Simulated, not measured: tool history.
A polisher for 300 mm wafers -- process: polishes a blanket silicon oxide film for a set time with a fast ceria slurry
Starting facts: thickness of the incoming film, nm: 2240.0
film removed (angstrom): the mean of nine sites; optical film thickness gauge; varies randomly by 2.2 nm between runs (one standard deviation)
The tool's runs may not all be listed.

run,hour,flow of slurry (ml/min),pressure of the wafer on the pad (kPa),speed of the pad under the wafer (cm/s),polishing time (s),film removed (angstrom)
1,0,130,18.6,106,27,4589.4
2,8.3,130,18.6,106,27,4666.8
3,17.3,125,17.9,106,27,4439.6
4,22.7,100,17.9,106,27,4181.1
5,27.2,100,17.9,106,27,4216.7
6,32.8,100,17.2,106,27,4084.2
7,37.9,90,13.8,106,27,3195.7

Expected results for the next run?
8,45.2,95,13.8,106,27,?

{"run 8": {"film removed (angstrom)": 3212.8}}
